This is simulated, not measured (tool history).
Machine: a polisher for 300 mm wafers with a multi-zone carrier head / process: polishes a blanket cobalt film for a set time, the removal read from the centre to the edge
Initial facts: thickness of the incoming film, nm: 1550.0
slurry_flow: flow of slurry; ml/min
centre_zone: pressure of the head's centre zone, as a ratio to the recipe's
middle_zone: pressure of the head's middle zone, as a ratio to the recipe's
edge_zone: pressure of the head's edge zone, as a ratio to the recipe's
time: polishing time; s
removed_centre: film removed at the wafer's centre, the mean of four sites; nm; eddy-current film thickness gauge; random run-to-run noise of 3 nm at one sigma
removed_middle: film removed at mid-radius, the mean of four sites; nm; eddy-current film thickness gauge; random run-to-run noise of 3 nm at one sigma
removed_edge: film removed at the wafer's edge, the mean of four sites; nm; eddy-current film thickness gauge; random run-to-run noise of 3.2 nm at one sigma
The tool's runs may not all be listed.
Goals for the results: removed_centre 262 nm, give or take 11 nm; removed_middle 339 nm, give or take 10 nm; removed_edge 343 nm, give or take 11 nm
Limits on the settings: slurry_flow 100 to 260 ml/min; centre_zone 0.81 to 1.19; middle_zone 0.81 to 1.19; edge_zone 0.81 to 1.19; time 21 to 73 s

run	hour	slurry_flow	centre_zone	middle_zone	edge_zone	time	removed_centre	removed_middle	removed_edge
1	0	165	1	1	1	47	236.36	242.56	240.43
2	6.8	150	1	1	1	47	230.47	237.62	241.14
3	11.9	145	0.98	1.02	1.03	50	243.6	257.69	250.42
4	13.7	140	0.95	1.01	1.03	53	247.61	266.4	270.18
5	14.6	140	0.92	1.02	1.06	55	250.23	279.43	282.18
6	20.8	145	0.9	1.03	1.09	56	247.08	287.98	294.61
7	24.9	160	0.9	1.04	1.11	56	257.94	295.79	299.43
8	33.1	160	0.88	1.05	1.13	57	253.83	302.6	309.1

Which single option among these 4 for the next run brings every result within its allowed miss of target? Just one does.
A	41.3	140	0.81	1	1.19	64	?	?	?
B	41.3	160	0.95	0.84	1.18	59	?	?	?
C	41.3	145	0.81	1.05	1.11	64	?	?	?
D	41.3	190	1	1.03	1.11	48	?	?	?

move	removed_centre	removed_middle	removed_edge
A	253.41	318.97	346.92
B	276.68	260.5	324.79
C	255.43	334.73	336.07
D	243.5	258.24	260.6
A: closer than the last run, but not yet in spec
B: the biggest miss grows against the last run
C: each result inside its tolerance
D: the biggest miss grows against the last run
The move that meets every target is C.

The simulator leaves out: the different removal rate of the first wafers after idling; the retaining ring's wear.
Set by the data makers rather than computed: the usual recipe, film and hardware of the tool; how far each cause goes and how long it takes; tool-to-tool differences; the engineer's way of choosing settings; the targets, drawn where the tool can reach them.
